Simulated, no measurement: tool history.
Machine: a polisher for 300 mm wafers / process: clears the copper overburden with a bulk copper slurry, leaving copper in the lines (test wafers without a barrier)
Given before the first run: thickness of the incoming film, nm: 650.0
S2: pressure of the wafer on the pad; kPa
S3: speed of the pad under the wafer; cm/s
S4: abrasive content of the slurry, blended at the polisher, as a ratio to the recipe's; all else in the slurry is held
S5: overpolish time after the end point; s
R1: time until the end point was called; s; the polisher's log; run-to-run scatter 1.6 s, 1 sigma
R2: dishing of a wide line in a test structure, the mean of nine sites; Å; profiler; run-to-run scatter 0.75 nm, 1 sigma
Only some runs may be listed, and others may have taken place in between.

{"run": 1, "day": 0.0, "flow of slurry (ml/min)": 225, "S2": 17.2, "S3": 108, "S4": 1, "S5": 19, "R1": 78.327, "R2": 707.07}
{"run": 2, "day": 0.271, "flow of slurry (ml/min)": 225, "S2": 17.2, "S3": 108, "S4": 0.8, "S5": 19, "R1": 80.5, "R2": 711.4}
{"run": 3, "day": 0.425, "flow of slurry (ml/min)": 225, "S2": 16.5, "S3": 108, "S4": 0.8, "S5": 18, "R1": 80.682, "R2": 668.99}
{"run": 4, "day": 0.629, "flow of slurry (ml/min)": 225, "S2": 16.5, "S3": 108, "S4": 0.8, "S5": 24, "R1": 80.571, "R2": 761.89}
{"run": 5, "day": 0.821, "flow of slurry (ml/min)": 225, "S2": 15.2, "S3": 110, "S4": 0.8, "S5": 22, "R1": 83.927, "R2": 713.72}
{"run": 6, "day": 1.117, "flow of slurry (ml/min)": 225, "S2": 14.5, "S3": 110, "S4": 0.8, "S5": 20, "R1": 91.087, "R2": 667.51}

Predict the results of run 7:
{"run": 7, "day": 1.242, "flow of slurry (ml/min)": 225, "S2": 14.5, "S3": 110, "S4": 0.8, "S5": 18, "R1": "?", "R2": "?"}

R1: 91.983 s
R2: 626.85 Å
